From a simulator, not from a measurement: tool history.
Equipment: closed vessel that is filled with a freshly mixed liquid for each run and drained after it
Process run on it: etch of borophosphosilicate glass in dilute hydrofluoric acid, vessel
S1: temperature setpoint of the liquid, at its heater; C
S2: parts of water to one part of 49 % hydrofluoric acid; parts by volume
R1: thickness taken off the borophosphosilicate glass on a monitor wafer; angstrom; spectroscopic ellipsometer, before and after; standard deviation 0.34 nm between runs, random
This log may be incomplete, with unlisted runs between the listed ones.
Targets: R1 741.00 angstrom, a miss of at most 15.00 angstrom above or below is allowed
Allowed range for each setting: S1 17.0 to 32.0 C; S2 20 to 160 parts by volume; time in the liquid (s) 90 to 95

{"run": 1, "hour": 0.0, "S1": 24.0, "S2": 90, "time in the liquid (s)": 90, "R1": 642.42}
{"run": 2, "hour": 3.5, "S1": 24.0, "S2": 90, "time in the liquid (s)": 95, "R1": 672.15}
{"run": 3, "hour": 10.3, "S1": 25.0, "S2": 90, "time in the liquid (s)": 95, "R1": 699.92}
{"run": 4, "hour": 14.9, "S1": 23.5, "S2": 90, "time in the liquid (s)": 95, "R1": 659.02}
{"run": 5, "hour": 23.7, "S1": 21.5, "S2": 90, "time in the liquid (s)": 95, "R1": 608.72}
{"run": 6, "hour": 27.2, "S1": 21.5, "S2": 70, "time in the liquid (s)": 95, "R1": 803.46}
{"run": 7, "hour": 34.6, "S1": 21.0, "S2": 70, "time in the liquid (s)": 95, "R1": 784.83}
{"run": 8, "hour": 37.9, "S1": 20.5, "S2": 70, "time in the liquid (s)": 95, "R1": 772.62}

Pick the move, out of 4, that brings all results within their allowed miss; only one does.
{"run": "A", "hour": 41.2, "S1": 19.0, "S2": 65, "time in the liquid (s)": 95, "R1": "?"}
{"run": "B", "hour": 41.2, "S1": 19.0, "S2": 65, "time in the liquid (s)": 90, "R1": "?"}
{"run": "C", "hour": 41.2, "S1": 18.0, "S2": 60, "time in the liquid (s)": 95, "R1": "?"}
{"run": "D", "hour": 41.2, "S1": 17.0, "S2": 55, "time in the liquid (s)": 90, "R1": "?"}

move=A R1=784.67
move=B R1=743.37
move=C R1=819.24
move=D R1=815.51
A: misses by more than the last run did
B: in spec on every target
C: misses by more than the last run did
D: misses by more than the last run did
B is the move that brings every result within its allowed miss.
